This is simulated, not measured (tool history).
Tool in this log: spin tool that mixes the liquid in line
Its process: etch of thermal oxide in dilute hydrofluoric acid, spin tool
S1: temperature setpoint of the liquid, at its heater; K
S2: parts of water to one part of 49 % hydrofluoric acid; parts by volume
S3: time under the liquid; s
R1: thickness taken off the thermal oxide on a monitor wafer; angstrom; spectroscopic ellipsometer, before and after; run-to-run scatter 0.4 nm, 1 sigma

run 1 hour=0 | S1=296.15 S2=45 S3=285 | R1=281.79
run 2 hour=3.6 | S1=297.65 S2=40 S3=285 | R1=342.57
run 3 hour=6.8 | S1=297.65 S2=30 S3=285 | R1=458.69
run 4 hour=14.9 | S1=297.65 S2=40 S3=285 | R1=342.75
run 5 hour=17.8 | S1=297.65 S2=40 S3=285 | R1=342.29
run 6 hour=19.4 | S1=299.15 S2=40 S3=285 | R1=364.77
run 7 hour=28.3 | S1=300.15 S2=40 S3=285 | R1=377.54
run 8 hour=34.6 | S1=301.15 S2=40 S3=285 | R1=392.36
run 9 hour=42.6 | S1=301.65 S2=40 S3=285 | R1=400.57
run 10 hour=49.7 | S1=302.15 S2=40 S3=285 | R1=408.65
run 11 hour=57.7 | S1=302.65 S2=40 S3=285 | R1=417.31
run 12 hour=64.7 | S1=303.15 S2=40 S3=285 | R1=423.08
run 13 hour=67 | S1=303.65 S2=35 S3=285 | R1=501.44
run 14 hour=73.5 | S1=304.15 S2=35 S3=285 | R1=513.75

Run 15, settings as shown, results not yet in. Your forecast:
run 15 hour=76.2 | S1=304.15 S2=30 S3=285 | R1=?

R1: 598.82 angstrom

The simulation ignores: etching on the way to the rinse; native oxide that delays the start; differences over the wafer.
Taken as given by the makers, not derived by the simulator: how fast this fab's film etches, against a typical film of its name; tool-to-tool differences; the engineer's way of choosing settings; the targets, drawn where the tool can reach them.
